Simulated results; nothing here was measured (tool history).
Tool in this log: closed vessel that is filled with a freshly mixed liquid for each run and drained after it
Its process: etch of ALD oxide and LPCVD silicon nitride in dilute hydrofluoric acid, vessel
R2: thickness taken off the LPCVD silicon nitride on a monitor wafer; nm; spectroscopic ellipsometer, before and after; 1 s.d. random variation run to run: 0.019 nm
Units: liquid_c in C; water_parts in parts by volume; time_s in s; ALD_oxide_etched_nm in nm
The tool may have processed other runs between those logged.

run 1 hour=0 | liquid_c=21 water_parts=160 time_s=300 | ALD_oxide_etched_nm=49.725 R2=0.83965
run 2 hour=1.4 | liquid_c=20.5 water_parts=175 time_s=300 | ALD_oxide_etched_nm=43.423 R2=0.75469
run 3 hour=3.5 | liquid_c=22.5 water_parts=175 time_s=300 | ALD_oxide_etched_nm=47.583 R2=0.81093
run 4 hour=9.7 | liquid_c=21.5 water_parts=185 time_s=300 | ALD_oxide_etched_nm=42.851 R2=0.73948
run 5 hour=14.3 | liquid_c=20.5 water_parts=195 time_s=300 | ALD_oxide_etched_nm=38.632 R2=0.62454
run 6 hour=17.7 | liquid_c=18 water_parts=195 time_s=300 | ALD_oxide_etched_nm=35.131 R2=0.57446

Run 7 comes next. What will it give?
run 7 hour=21 | liquid_c=18 water_parts=205 time_s=300 | ALD_oxide_etched_nm=? R2=?

Run 7 gave ALD_oxide_etched_nm 32.776 nm, R2 0.5394 nm.
